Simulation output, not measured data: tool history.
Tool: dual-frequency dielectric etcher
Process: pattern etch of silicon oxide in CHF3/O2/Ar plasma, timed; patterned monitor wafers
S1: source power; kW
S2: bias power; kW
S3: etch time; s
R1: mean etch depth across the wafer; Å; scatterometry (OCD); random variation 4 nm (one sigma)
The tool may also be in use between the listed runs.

run	hour	S1	S2	S3	R1
1	0.0	0.800	0.223	278.0	6870.9
2	1.9	0.800	0.263	278.0	7251.4
3	2.9	0.800	0.281	278.0	7425.0
4	9.5	0.800	0.308	278.0	7708.1
5	17.9	0.720	0.282	271.5	6940.1
6	22.5	0.660	0.273	269.5	6678.3

Forecast run 7:
7	24.4	0.620	0.262	267.0	?

{"run 7": {"R1": 6354.0}}

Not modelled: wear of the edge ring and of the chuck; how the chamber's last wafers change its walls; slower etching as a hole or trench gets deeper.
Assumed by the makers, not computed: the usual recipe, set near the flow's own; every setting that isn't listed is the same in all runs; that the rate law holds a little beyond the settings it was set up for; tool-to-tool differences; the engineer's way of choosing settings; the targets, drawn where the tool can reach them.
